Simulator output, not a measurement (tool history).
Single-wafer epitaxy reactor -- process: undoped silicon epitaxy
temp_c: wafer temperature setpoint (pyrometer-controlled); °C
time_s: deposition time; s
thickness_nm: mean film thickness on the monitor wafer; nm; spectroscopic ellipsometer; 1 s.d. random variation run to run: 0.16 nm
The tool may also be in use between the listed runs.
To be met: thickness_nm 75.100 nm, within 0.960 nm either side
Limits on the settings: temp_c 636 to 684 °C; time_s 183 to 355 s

run  hour  temp_c  time_s  thickness_nm
  1   0.0     660     269        47.466
  2   3.9     663     269        50.386
  3  12.1     663     250        47.010
  4  20.7     657     250        41.447
     23.0  -- pyrometer calibrated
  5  23.0     657     276        50.620
  6  28.3     661     276        54.927
  7  37.0     663     276        57.117
  8  44.6     675     277        72.028
  9  46.1     678     277        76.776

Which of these 5 next moves meets every target?
  A  47.6     681     248             ?
  B  47.6     675     279             ?
  C  47.6     669     313             ?
  D  47.6     679     257             ?
  E  47.6     675     288             ?

move  thickness_nm
   A        72.733
   B        72.945
   C        72.853
   D        72.552
   E        75.298
A: carries the result that was furthest off beyond its target, to the other side
B: carries the result that was furthest off beyond its target, to the other side
C: carries the result that was furthest off beyond its target, to the other side
D: carries the result that was furthest off beyond its target, to the other side
E: every result lands within tolerance
Correct choice: E, which meets every target
